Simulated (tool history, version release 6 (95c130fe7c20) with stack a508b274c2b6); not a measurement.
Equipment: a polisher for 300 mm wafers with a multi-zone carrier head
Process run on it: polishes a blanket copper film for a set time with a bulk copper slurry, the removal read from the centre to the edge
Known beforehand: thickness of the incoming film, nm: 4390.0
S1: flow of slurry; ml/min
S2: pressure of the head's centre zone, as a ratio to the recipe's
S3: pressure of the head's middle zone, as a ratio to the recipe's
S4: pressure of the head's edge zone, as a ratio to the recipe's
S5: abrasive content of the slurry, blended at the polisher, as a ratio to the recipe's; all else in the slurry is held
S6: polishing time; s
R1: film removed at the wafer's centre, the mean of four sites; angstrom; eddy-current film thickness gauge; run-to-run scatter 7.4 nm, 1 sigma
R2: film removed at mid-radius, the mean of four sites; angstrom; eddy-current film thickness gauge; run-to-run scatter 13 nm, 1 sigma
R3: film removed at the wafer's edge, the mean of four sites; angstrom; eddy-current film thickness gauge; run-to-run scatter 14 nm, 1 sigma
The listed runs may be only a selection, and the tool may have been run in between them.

run,hour,S1,S2,S3,S4,S5,S6,R1,R2,R3
1,0.0,315,1.00,1.00,1.00,1.00,59,8190.0,7869.3,7912.2
2,1.8,315,0.99,1.00,1.04,1.10,60,8485.2,8104.4,8349.9
3,10.0,315,0.97,1.00,1.07,1.20,61,8602.4,8367.1,8698.5
4,11.8,315,0.96,0.99,1.10,1.25,62,8793.8,8419.3,9068.2
5,13.1,315,0.96,0.99,1.02,1.25,62,8667.7,8335.7,8928.8
6,14.4,315,0.95,0.99,1.03,1.30,63,9041.3,9100.7,8983.0

Estimate the outcome of run 7 from the log above:
7,19.5,295,0.89,0.89,1.13,1.10,70,?,?,?

Run 7 produced R1 8874.8 angstrom, R2 8592.2 angstrom, R3 10097.0 angstrom.

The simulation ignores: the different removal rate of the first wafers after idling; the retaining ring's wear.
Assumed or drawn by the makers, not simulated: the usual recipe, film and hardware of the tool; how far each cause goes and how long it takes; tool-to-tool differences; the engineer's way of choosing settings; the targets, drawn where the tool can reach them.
